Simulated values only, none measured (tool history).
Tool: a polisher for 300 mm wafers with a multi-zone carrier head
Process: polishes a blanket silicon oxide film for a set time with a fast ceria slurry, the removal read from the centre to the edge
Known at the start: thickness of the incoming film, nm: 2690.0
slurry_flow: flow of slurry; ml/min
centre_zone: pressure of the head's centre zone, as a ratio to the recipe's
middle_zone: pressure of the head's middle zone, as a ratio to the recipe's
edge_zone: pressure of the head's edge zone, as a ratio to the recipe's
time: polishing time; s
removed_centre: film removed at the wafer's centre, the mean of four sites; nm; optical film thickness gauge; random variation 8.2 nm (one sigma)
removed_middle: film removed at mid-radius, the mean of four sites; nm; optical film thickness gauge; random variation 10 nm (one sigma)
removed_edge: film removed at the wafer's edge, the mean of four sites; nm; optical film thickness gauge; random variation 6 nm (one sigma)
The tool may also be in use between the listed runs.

{"run": 1, "hour": 0.0, "slurry_flow": 160, "centre_zone": 1.0, "middle_zone": 1.0, "edge_zone": 1.0, "time": 65, "removed_centre": 1005.0, "removed_middle": 993.27, "removed_edge": 1012.3}
{"run": 2, "hour": 2.5, "slurry_flow": 145, "centre_zone": 0.94, "middle_zone": 1.01, "edge_zone": 0.97, "time": 62, "removed_centre": 877.65, "removed_middle": 924.64, "removed_edge": 946.4}
{"run": 3, "hour": 7.4, "slurry_flow": 145, "centre_zone": 0.94, "middle_zone": 1.01, "edge_zone": 0.9, "time": 62, "removed_centre": 868.28, "removed_middle": 923.73, "removed_edge": 903.48}
{"run": 4, "hour": 8.7, "slurry_flow": 105, "centre_zone": 0.94, "middle_zone": 1.01, "edge_zone": 0.9, "time": 62, "removed_centre": 815.6, "removed_middle": 865.73, "removed_edge": 878.15}
{"run": 5, "hour": 16.6, "slurry_flow": 125, "centre_zone": 0.94, "middle_zone": 1.01, "edge_zone": 0.9, "time": 62, "removed_centre": 843.56, "removed_middle": 902.36, "removed_edge": 887.75}
{"run": 6, "hour": 21.7, "slurry_flow": 125, "centre_zone": 0.98, "middle_zone": 1.01, "edge_zone": 0.9, "time": 62, "removed_centre": 884.61, "removed_middle": 905.67, "removed_edge": 889.86}
{"run": 7, "hour": 22.7, "slurry_flow": 120, "centre_zone": 0.93, "middle_zone": 1.02, "edge_zone": 0.88, "time": 61, "removed_centre": 811.44, "removed_middle": 900.66, "removed_edge": 875.73}

The next listed run, before its measurement:
{"run": 8, "hour": 30.9, "slurry_flow": 100, "centre_zone": 0.83, "middle_zone": 1.01, "edge_zone": 0.84, "time": 58, "removed_centre": "?", "removed_middle": "?", "removed_edge": "?"}

{"run 8": {"removed_centre": 673.21, "removed_middle": 811.84, "removed_edge": 799.7}}
